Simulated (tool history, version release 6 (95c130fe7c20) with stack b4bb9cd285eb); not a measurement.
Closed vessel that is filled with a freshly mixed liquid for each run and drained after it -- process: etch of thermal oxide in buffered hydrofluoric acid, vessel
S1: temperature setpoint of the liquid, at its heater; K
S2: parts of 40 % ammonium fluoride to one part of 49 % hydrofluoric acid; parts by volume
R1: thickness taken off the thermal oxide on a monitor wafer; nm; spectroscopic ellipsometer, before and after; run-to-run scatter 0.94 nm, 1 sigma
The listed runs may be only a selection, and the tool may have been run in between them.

Run 1, day 0.000: S1 296.15 K, S2 11.5 parts by volume, time in the liquid (s) 90. Result: R1 96.435 nm.
Run 2, day 0.275: S1 296.15 K, S2 11.5 parts by volume, time in the liquid (s) 90. Result: R1 97.287 nm.
Run 3, day 0.396: S1 297.65 K, S2 11.5 parts by volume, time in the liquid (s) 90. Result: R1 104.810 nm.
Run 4, day 0.425: S1 297.65 K, S2 10.0 parts by volume, time in the liquid (s) 90. Result: R1 117.030 nm.
Run 5, day 0.721: S1 298.65 K, S2 10.0 parts by volume, time in the liquid (s) 90. Result: R1 125.630 nm.
Run 6, day 0.792: S1 298.65 K, S2 13.0 parts by volume, time in the liquid (s) 90. Result: R1 100.080 nm.
Run 7, day 1.121: S1 299.65 K, S2 12.5 parts by volume, time in the liquid (s) 90. Result: R1 107.520 nm.
Run 8, day 1.154: S1 303.65 K, S2 10.0 parts by volume, time in the liquid (s) 90. Result: R1 160.470 nm.

Run 9 has not been measured yet. What should we expect?
Run 9, day 1.412: S1 303.15 K, S2 10.0 parts by volume, time in the liquid (s) 90. Result: R1 ?.

R1: 158.380 nm

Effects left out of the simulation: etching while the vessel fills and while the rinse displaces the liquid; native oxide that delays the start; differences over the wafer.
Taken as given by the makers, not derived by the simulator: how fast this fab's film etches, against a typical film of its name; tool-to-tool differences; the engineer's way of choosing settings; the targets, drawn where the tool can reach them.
